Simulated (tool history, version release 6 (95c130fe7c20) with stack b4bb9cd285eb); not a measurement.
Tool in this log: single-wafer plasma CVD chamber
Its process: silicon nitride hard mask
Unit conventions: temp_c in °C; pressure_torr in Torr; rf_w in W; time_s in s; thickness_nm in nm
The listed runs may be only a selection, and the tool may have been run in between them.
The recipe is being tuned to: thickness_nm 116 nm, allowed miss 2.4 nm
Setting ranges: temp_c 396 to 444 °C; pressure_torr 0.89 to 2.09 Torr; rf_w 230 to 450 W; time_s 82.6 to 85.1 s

run 1 hour=0 | temp_c=420 pressure_torr=1.49 rf_w=340 time_s=82.6 | thickness_nm=102.16
run 2 hour=5.7 | temp_c=420 pressure_torr=1.49 rf_w=340 time_s=82.6 | thickness_nm=101.41
run 3 hour=8.3 | temp_c=420 pressure_torr=1.61 rf_w=345 time_s=82.7 | thickness_nm=105.75
run 4 hour=11.4 | temp_c=420 pressure_torr=1.69 rf_w=350 time_s=82.7 | thickness_nm=108.24
run 5 hour=19.1 | temp_c=420 pressure_torr=1.69 rf_w=350 time_s=85.1 | thickness_nm=111.9
run 6 hour=20.2 | temp_c=420 pressure_torr=1.55 rf_w=350 time_s=85.1 | thickness_nm=108.46
run 7 hour=28.3 | temp_c=420 pressure_torr=1.61 rf_w=355 time_s=85.1 | thickness_nm=111.16
run 8 hour=36.5 | temp_c=420 pressure_torr=1.65 rf_w=355 time_s=85.1 | thickness_nm=111.39
run 9 hour=40.5 | temp_c=420 pressure_torr=1.69 rf_w=355 time_s=85.1 | thickness_nm=113.46
run 10 hour=49.4 | temp_c=420 pressure_torr=1.71 rf_w=355 time_s=85.1 | thickness_nm=113.24

Exercise: of the 4 proposed moves below, exactly one satisfies all targets within the stated allowed misses. Which move is it?
run A hour=58.3 | temp_c=423 pressure_torr=1.87 rf_w=380 time_s=85.1 | thickness_nm=?
run B hour=58.3 | temp_c=414 pressure_torr=1.5 rf_w=395 time_s=85.1 | thickness_nm=?
run C hour=58.3 | temp_c=424 pressure_torr=1.77 rf_w=385 time_s=85.1 | thickness_nm=?
run D hour=58.3 | temp_c=419 pressure_torr=1.78 rf_w=385 time_s=85.1 | thickness_nm=?

move=A thickness_nm=121.36
move=B thickness_nm=115.21
move=C thickness_nm=119.98
move=D thickness_nm=120.49
A: takes the biggest miss from the last run beyond its target
B: all results land within tolerance of their targets
C: takes the biggest miss from the last run beyond its target
D: takes the biggest miss from the last run beyond its target
Move B is the one to make.
